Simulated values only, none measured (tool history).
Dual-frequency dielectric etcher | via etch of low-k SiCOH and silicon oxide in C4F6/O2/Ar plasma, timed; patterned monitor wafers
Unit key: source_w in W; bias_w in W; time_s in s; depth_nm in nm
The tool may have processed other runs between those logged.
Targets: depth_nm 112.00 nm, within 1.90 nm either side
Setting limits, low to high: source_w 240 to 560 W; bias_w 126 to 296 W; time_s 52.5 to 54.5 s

run	hour	source_w	bias_w	time_s	depth_nm
1	0.0	400	211	52.5	124.26
2	2.4	440	211	52.5	130.66
3	5.4	440	211	54.5	135.16
4	6.5	390	207	54.5	126.27
5	11.9	390	234	54.5	134.27
6	17.6	350	231	54.5	125.84
7	24.4	330	230	54.5	122.29
8	31.8	310	229	54.5	117.94
9	35.1	300	229	54.5	115.37
10	35.7	270	227	54.5	108.40

Next run, 4 choices. One meets every target within its allowed miss, the rest don't. Which?
A	36.3	250	223	54.0	?
B	36.3	290	226	54.0	?
C	36.3	280	196	54.5	?
D	36.3	270	237	53.0	?

move	depth_nm
A	101.70
B	111.75
C	102.69
D	107.82
A: misses by more than the last run did
B: every result lands within tolerance
C: misses by more than the last run did
D: misses by more than the last run did
Answer: B
